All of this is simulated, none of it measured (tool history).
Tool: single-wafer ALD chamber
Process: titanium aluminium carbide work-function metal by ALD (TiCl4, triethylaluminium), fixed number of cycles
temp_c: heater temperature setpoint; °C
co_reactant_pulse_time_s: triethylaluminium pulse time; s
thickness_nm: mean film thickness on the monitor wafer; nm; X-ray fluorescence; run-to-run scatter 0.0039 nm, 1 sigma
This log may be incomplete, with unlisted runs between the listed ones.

Run 1, hour 0: temp_c 275 °C, co_reactant_pulse_time_s 13.18 s. Result: thickness_nm 1.62 nm.
Run 2, hour 2.4: temp_c 275 °C, co_reactant_pulse_time_s 16.34 s. Result: thickness_nm 1.6576 nm.
Run 3, hour 4: temp_c 268 °C, co_reactant_pulse_time_s 13.03 s. Result: thickness_nm 1.5668 nm.
Run 4, hour 6.7: temp_c 268 °C, co_reactant_pulse_time_s 10.33 s. Result: thickness_nm 1.5228 nm.
Run 5, hour 8.8: temp_c 268 °C, co_reactant_pulse_time_s 13.95 s. Result: thickness_nm 1.5683 nm.
Run 6, hour 13.7: temp_c 263 °C, co_reactant_pulse_time_s 11.33 s. Result: thickness_nm 1.505 nm.
Run 7, hour 14.3: temp_c 260 °C, co_reactant_pulse_time_s 9.45 s. Result: thickness_nm 1.4317 nm.
Run 8, hour 17.1: temp_c 257 °C, co_reactant_pulse_time_s 8.11 s. Result: thickness_nm 1.3314 nm.

For run 9, what comes out?
Run 9, hour 21.7: temp_c 255 °C, co_reactant_pulse_time_s 7.83 s. Result: thickness_nm ?.

thickness_nm: 1.2981 nm

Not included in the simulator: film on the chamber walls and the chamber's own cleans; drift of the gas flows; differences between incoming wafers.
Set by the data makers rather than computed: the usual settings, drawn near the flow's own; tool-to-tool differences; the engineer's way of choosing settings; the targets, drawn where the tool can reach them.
